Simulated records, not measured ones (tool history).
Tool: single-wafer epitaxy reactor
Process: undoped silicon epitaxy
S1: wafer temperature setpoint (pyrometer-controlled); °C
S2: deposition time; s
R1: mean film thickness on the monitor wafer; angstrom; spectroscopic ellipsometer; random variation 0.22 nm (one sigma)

run 1 hour=0.0 | S1=640 S2=309 | R1=404.58
run 2 hour=3.8 | S1=645 S2=310 | R1=451.74
run 3 hour=5.7 | S1=645 S2=335 | R1=490.32
run 4 hour=13.6 | S1=648 S2=336 | R1=524.47
run 5 hour=21.4 | S1=648 S2=319 | R1=497.73
run 6 hour=27.4 | S1=650 S2=320 | R1=517.82

The next listed run, before its measurement:
run 7 hour=30.0 | S1=652 S2=320 | R1=?

{"run 7": {"R1": 545.89}}
